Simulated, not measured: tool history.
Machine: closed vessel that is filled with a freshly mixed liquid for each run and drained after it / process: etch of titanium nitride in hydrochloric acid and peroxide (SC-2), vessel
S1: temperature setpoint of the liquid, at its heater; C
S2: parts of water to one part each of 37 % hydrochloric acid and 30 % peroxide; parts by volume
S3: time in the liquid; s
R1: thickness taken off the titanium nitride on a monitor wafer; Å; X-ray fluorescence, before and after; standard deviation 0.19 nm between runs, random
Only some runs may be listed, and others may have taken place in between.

| run | hour | S1 | S2 | S3 | R1 |
|---|---|---|---|---|---|
| 1 | 0.0 | 46.0 | 7.5 | 475 | 157.04 |
| 2 | 3.8 | 46.0 | 9.5 | 475 | 128.67 |
| 3 | 6.7 | 46.0 | 10.5 | 475 | 118.78 |
| 4 | 15.0 | 46.0 | 10.5 | 475 | 118.38 |
| 5 | 16.8 | 47.5 | 10.5 | 475 | 130.76 |
| 6 | 24.0 | 47.5 | 10.5 | 505 | 138.71 |
| 7 | 32.9 | 49.0 | 10.5 | 505 | 152.82 |

Forecast run 8:
| 8 | 41.1 | 49.0 | 10.5 | 505 | ? |

Run 8 gave R1 156.92 Å.
